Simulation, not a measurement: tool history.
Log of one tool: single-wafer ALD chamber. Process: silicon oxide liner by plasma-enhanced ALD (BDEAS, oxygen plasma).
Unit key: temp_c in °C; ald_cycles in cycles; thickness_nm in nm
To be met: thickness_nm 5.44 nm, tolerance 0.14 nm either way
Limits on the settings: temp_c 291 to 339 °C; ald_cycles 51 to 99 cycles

run,hour,temp_c,ald_cycles,thickness_nm
1,0,315,75,6.8716
2,0.7,319,75,6.8068
3,5.8,320,71,6.4567
4,12.9,320,77,6.9719
5,20.2,321,72,6.477
6,27,321,82,7.3816
7,30.5,323,76,6.8939
8,36.9,323,71,6.362
9,44.3,324,68,6.1043
10,49.8,325,66,5.9318
11,50.8,326,64,5.7266
12,56.6,327,63,5.6807

Exercise: of the 4 proposed moves below, exactly one satisfies all targets within the stated allowed misses. Which move is it?
A,62.4,330,58,?
B,62.4,324,57,?
C,62.4,326,60,?
D,62.4,330,57,?

move,thickness_nm
A,5.202
B,5.1604
C,5.4151
D,5.1123
A: takes the result that was furthest off past its target
B: takes the result that was furthest off past its target
C: every result within its allowed miss
D: takes the result that was furthest off past its target
C meets every target.
